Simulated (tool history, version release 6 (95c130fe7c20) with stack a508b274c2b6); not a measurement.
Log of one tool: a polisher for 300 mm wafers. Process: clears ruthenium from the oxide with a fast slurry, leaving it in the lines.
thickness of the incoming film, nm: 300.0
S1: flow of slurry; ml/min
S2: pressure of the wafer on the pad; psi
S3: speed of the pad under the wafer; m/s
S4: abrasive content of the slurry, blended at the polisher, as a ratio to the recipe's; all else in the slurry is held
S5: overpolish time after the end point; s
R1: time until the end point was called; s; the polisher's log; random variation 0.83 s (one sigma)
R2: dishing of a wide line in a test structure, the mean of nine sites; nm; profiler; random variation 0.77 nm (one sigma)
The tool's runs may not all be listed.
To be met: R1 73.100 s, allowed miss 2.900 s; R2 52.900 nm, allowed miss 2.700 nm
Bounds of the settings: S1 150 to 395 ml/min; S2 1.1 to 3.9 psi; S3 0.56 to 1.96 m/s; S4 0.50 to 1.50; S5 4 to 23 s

run,hour,S1,S2,S3,S4,S5,R1,R2
1,0.0,250,2.5,1.26,1.00,12,59.088,50.658
2,5.7,250,1.9,1.26,1.00,12,73.546,41.433
3,11.7,250,1.9,1.26,1.00,7,72.402,25.402
4,13.7,250,1.9,1.26,1.00,8,71.359,29.658
5,15.7,250,1.9,1.26,1.00,4,72.086,14.864
6,22.8,250,1.9,1.26,1.00,8,71.716,28.326
7,30.3,250,1.9,1.26,1.00,8,73.105,29.296
8,31.4,250,1.9,1.28,1.00,9,70.716,32.210
9,40.0,240,1.7,1.28,1.00,15,78.000,47.440
10,47.9,245,1.7,1.28,1.00,15,77.848,47.808

Which of these 5 next moves meets every target?
A,55.8,245,1.8,1.24,0.95,18,?,?
B,55.8,280,1.9,1.24,1.00,13,?,?
C,55.8,180,1.5,1.26,1.20,17,?,?
D,55.8,270,1.8,1.34,0.95,16,?,?
E,55.8,235,1.6,1.22,1.00,14,?,?

move,R1,R2
A,79.378,54.116
B,73.421,43.608
C,83.045,49.538
D,72.986,52.565
E,85.828,40.533
A: brings the result that was furthest off to its target, and leaves another outside
B: further off than the last run
C: further off than the last run
D: meets every target
E: further off than the last run
Answer: D

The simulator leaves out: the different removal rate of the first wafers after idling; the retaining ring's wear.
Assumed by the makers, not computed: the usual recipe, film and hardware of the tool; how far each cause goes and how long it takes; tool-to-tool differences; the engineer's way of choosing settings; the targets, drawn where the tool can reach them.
